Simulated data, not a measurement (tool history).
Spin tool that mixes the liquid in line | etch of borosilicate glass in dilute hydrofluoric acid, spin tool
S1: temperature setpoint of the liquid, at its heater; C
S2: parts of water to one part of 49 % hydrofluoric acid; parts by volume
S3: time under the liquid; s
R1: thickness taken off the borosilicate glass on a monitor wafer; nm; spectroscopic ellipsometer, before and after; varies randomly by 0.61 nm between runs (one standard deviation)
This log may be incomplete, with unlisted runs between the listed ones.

run	day	S1	S2	S3	R1
1	0	23	135	240	45.286
2	0.029	23	135	260	49.081
3	0.162	25	130	260	56.142
4	0.504	26.5	130	260	58.989
5	0.562	27.5	130	260	60.31
6	0.929	28.5	125	260	66.31

Expected results for the next run?
7	1.121	29	125	260	?

{"run 7": {"R1": 68.845}}
